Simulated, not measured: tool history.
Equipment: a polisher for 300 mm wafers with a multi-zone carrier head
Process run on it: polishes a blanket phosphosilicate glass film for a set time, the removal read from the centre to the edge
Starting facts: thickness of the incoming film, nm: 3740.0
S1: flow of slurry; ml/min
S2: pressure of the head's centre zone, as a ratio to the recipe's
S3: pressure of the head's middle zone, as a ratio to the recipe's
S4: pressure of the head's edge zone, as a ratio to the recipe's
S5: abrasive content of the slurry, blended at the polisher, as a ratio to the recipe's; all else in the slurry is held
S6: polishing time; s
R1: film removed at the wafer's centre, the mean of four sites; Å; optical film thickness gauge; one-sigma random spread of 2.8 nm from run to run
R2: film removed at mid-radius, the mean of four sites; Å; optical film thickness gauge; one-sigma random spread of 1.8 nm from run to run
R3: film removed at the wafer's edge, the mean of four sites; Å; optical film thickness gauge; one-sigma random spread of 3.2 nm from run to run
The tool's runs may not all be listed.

run 1 day=0 | S1=190 S2=1 S3=1 S4=1 S5=1 S6=78 | R1=3666.7 R2=3799.3 R3=3559
run 2 day=0.325 | S1=190 S2=1 S3=1.07 S4=1 S5=1 S6=78 | R1=3611.4 R2=3956 R3=3692.5
run 3 day=0.429 | S1=180 S2=1.01 S3=1.01 S4=1.03 S5=0.85 S6=73 | R1=3169.7 R2=3262.7 R3=3201.1
run 4 day=0.625 | S1=180 S2=1.01 S3=1.01 S4=1.03 S5=0.85 S6=56 | R1=2399.6 R2=2493.1 R3=2442.1
run 5 day=0.933 | S1=180 S2=1.01 S3=1.01 S4=0.97 S5=0.85 S6=56 | R1=2439.9 R2=2513.7 R3=2364.1
run 6 day=0.958 | S1=180 S2=1.01 S3=1.01 S4=0.97 S5=1 S6=56 | R1=2698 R2=2629.8 R3=2590.2
run 7 day=1.012 | S1=170 S2=1.01 S3=0.97 S4=0.97 S5=0.95 S6=56 | R1=2530.5 R2=2514.2 R3=2530.3
run 8 day=1.05 | S1=170 S2=1.03 S3=0.93 S4=0.96 S5=0.9 S6=56 | R1=2593.2 R2=2362.2 R3=2361.2
run 9 day=1.221 | S1=165 S2=1.03 S3=0.91 S4=0.96 S5=0.9 S6=56 | R1=2551.4 R2=2316.8 R3=2397.9
run 10 day=1.562 | S1=160 S2=1.03 S3=0.89 S4=0.95 S5=0.9 S6=56 | R1=2498.8 R2=2285.1 R3=2384.1

What does the tool deliver on the next run?
run 11 day=1.688 | S1=155 S2=1.04 S3=0.87 S4=0.94 S5=0.9 S6=56 | R1=? R2=? R3=?

{"run 11": {"R1": 2548.6, "R2": 2219.4, "R3": 2386.5}}
